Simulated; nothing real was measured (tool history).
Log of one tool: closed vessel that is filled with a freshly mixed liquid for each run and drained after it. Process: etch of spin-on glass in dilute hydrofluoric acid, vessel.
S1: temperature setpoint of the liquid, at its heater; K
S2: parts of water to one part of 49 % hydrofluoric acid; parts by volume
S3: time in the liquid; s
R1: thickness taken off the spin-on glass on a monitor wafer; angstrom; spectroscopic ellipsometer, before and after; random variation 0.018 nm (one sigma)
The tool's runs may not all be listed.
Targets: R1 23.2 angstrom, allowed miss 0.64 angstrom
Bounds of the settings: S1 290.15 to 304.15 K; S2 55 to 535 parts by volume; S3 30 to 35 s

| run | hour | S1 | S2 | S3 | R1 |
|---|---|---|---|---|---|
| 1 | 0 | 296.15 | 295 | 35 | 39.109 |
| 2 | 8.9 | 296.15 | 360 | 35 | 30.222 |
| 3 | 12.2 | 295.15 | 365 | 35 | 28.798 |
| 4 | 16.3 | 295.15 | 305 | 35 | 36.044 |
| 5 | 17.3 | 295.15 | 225 | 35 | 53.744 |
| 6 | 19.1 | 292.15 | 225 | 35 | 48.396 |
| 7 | 19.7 | 292.15 | 245 | 35 | 42.27 |
| 8 | 22.7 | 291.65 | 260 | 35 | 39.253 |

4 next moves are on the table. One of them brings every result within its allowed miss. Which?
| A | 25.7 | 293.65 | 335 | 30 | ? |
| B | 25.7 | 292.15 | 350 | 30 | ? |
| C | 25.7 | 292.15 | 315 | 35 | ? |
| D | 25.7 | 294.15 | 200 | 35 | ? |

| move | R1 |
|---|---|
| A | 25.976 |
| B | 23.261 |
| C | 31.065 |
| D | 58.672 |
A: nearer than the last run, and not there yet
B: meets every target
C: nearer than the last run, and not there yet
D: further off than the last run
Move B is the one to make.
